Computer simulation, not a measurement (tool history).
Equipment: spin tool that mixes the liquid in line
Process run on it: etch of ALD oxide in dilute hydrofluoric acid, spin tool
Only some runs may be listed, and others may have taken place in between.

run	hour	temperature setpoint of the liquid (°C)	parts of water to one part of 49 % hydrofluoric acid (parts by volume)	time under the liquid (s)	thickness taken off the ALD oxide on a monitor wafer (angstrom)
1	0	21	230	275	86.883
2	7.5	18	230	275	77.533
3	8.9	18	235	275	75.873
4	15.6	18	240	275	74.272
5	19.5	18	240	275	73.518
6	22.1	18	305	275	55.042
7	30.9	18.5	305	275	56.121

Predict the results of run 8:
8	38.3	19.5	305	275	?

{"run 8": {"thickness taken off the ALD oxide on a monitor wafer (angstrom)": 57.951}}
